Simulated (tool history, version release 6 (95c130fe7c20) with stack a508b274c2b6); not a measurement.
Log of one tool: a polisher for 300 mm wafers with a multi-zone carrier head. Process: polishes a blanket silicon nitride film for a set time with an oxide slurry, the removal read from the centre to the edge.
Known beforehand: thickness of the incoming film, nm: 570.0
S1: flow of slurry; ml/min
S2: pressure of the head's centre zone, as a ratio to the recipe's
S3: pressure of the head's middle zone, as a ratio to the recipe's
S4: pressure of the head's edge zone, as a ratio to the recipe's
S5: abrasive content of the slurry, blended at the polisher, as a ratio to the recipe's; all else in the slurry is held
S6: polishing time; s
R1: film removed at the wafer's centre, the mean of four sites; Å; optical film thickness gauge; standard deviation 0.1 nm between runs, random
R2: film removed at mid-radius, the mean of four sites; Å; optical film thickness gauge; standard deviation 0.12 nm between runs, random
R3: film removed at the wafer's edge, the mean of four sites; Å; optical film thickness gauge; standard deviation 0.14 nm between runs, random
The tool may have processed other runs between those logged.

run,hour,S1,S2,S3,S4,S5,S6,R1,R2,R3
1,0.0,190,1.00,1.00,1.00,1.00,78,279.76,282.43,282.37
2,7.6,190,1.00,1.00,1.06,1.00,78,277.04,287.07,288.64
3,15.6,185,1.00,0.97,1.02,0.90,73,248.71,249.21,253.35
4,22.1,185,1.00,1.05,1.02,0.90,73,252.93,266.69,255.23
5,28.6,185,0.94,1.05,1.02,0.90,73,236.17,267.84,255.98
6,32.7,180,0.95,1.00,0.99,0.80,70,220.05,234.84,232.04
7,39.3,175,0.96,0.96,0.96,0.75,67,207.77,213.80,215.55
8,40.9,175,0.96,0.96,0.96,0.75,67,207.15,213.55,216.24
9,46.5,170,0.97,0.93,0.94,0.70,65,193.54,198.45,199.16
10,50.3,170,0.97,0.93,0.94,0.70,65,195.95,195.39,201.95
11,57.5,165,0.98,0.91,0.92,0.65,64,190.73,185.29,189.56

Run 12, settings as shown, results not yet in. Your forecast:
12,58.6,155,0.98,0.89,0.92,0.60,63,?,?,?

{"run 12": {"R1": 181.73, "R2": 172.37, "R3": 184.17}}

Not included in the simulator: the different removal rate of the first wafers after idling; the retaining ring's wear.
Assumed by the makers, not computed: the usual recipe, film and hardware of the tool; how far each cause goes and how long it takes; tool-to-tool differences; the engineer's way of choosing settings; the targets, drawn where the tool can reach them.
